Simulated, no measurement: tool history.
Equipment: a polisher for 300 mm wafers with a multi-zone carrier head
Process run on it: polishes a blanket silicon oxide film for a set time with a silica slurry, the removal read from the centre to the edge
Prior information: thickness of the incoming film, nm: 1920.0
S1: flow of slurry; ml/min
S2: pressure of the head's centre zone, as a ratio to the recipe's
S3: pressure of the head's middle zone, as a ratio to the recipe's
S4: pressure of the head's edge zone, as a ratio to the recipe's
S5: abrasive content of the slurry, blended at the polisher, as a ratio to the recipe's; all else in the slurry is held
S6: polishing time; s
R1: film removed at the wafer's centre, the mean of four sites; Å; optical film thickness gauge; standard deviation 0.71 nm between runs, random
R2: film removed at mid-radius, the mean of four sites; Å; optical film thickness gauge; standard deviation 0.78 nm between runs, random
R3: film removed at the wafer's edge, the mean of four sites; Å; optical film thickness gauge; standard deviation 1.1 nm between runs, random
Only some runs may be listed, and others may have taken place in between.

| run | hour | S1 | S2 | S3 | S4 | S5 | S6 | R1 | R2 | R3 |
|---|---|---|---|---|---|---|---|---|---|---|
| 1 | 0 | 130 | 1 | 1 | 1 | 1 | 85 | 2055.7 | 2000.5 | 1984.6 |
| 2 | 8.1 | 120 | 0.96 | 0.95 | 1.01 | 0.85 | 74 | 1541.2 | 1525.5 | 1608.6 |
| 3 | 16.3 | 145 | 0.96 | 0.95 | 1.01 | 0.85 | 74 | 1611.4 | 1597 | 1630.5 |
| 4 | 20.8 | 145 | 0.96 | 0.95 | 0.94 | 0.85 | 74 | 1608.5 | 1606.8 | 1574.1 |
| 5 | 22.1 | 130 | 0.94 | 0.91 | 0.95 | 0.75 | 67 | 1301.4 | 1290.5 | 1347.6 |
| 6 | 24.5 | 130 | 0.94 | 0.91 | 0.89 | 0.75 | 67 | 1287.6 | 1277.2 | 1311.7 |
| 7 | 31.2 | 95 | 0.84 | 0.81 | 0.99 | 0.5 | 46 | 573.57 | 585.1 | 695.13 |
| 8 | 32.9 | 120 | 0.84 | 0.81 | 1.03 | 0.5 | 46 | 613.24 | 627.2 | 739.67 |

Estimate the outcome of run 9 from the log above:
| 9 | 34.9 | 135 | 0.84 | 0.81 | 1.07 | 0.55 | 46 | ? | ? | ? |

R1: 663.62 Å
R2: 686.36 Å
R3: 827.46 Å

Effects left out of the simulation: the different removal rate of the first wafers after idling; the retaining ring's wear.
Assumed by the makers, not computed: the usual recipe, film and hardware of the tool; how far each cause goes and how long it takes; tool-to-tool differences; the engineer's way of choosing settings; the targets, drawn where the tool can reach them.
